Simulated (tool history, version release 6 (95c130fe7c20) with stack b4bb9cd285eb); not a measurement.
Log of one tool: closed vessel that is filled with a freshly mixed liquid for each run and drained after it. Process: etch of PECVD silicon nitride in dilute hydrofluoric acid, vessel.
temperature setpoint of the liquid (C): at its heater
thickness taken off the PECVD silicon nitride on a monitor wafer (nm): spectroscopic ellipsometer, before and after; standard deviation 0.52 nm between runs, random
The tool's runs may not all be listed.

run  hour  temperature setpoint of the liquid (C)  parts of water to one part of 49 % hydrofluoric acid (parts by volume)  time in the liquid (s)  thickness taken off the PECVD silicon nitride on a monitor wafer (nm)
  1     0                                      24                                                                     105                    1075                                                                 56.812
  2   6.7                                      24                                                                     105                    1160                                                                 61.586
  3   9.8                                      24                                                                     105                    1160                                                                 61.562
  4  10.6                                      24                                                                      70                    1160                                                                 91.652
  5  16.7                                    24.5                                                                      70                    1160                                                                 94.917
  6  20.2                                    24.5                                                                      70                    1075                                                                 87.694

What will run 7 give?
  7  28.8                                      25                                                                      70                    1075                                                                      ?

{"run 7": {"thickness taken off the PECVD silicon nitride on a monitor wafer (nm)": 91.349}}
